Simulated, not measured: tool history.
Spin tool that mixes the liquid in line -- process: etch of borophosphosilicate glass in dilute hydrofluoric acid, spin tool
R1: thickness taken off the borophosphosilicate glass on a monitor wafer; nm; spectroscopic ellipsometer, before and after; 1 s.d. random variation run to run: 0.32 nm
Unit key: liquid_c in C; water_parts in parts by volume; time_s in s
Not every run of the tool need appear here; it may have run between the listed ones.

{"run": 1, "hour": 0.0, "liquid_c": 23.0, "water_parts": 75, "time_s": 25, "R1": 14.623}
{"run": 2, "hour": 8.2, "liquid_c": 24.0, "water_parts": 70, "time_s": 25, "R1": 16.404}
{"run": 3, "hour": 15.3, "liquid_c": 27.5, "water_parts": 70, "time_s": 25, "R1": 18.889}
{"run": 4, "hour": 19.1, "liquid_c": 28.0, "water_parts": 65, "time_s": 25, "R1": 20.726}
{"run": 5, "hour": 27.1, "liquid_c": 25.5, "water_parts": 65, "time_s": 25, "R1": 18.827}
{"run": 6, "hour": 32.0, "liquid_c": 26.0, "water_parts": 60, "time_s": 25, "R1": 21.03}
{"run": 7, "hour": 40.6, "liquid_c": 26.5, "water_parts": 60, "time_s": 25, "R1": 21.38}
{"run": 8, "hour": 47.4, "liquid_c": 27.0, "water_parts": 60, "time_s": 25, "R1": 21.937}
{"run": 9, "hour": 55.2, "liquid_c": 27.5, "water_parts": 60, "time_s": 25, "R1": 21.93}
{"run": 10, "hour": 57.3, "liquid_c": 31.0, "water_parts": 30, "time_s": 25, "R1": 54.674}

What will run 11 give?
{"run": 11, "hour": 60.1, "liquid_c": 30.0, "water_parts": 30, "time_s": 25, "R1": "?"}

{"run 11": {"R1": 51.335}}
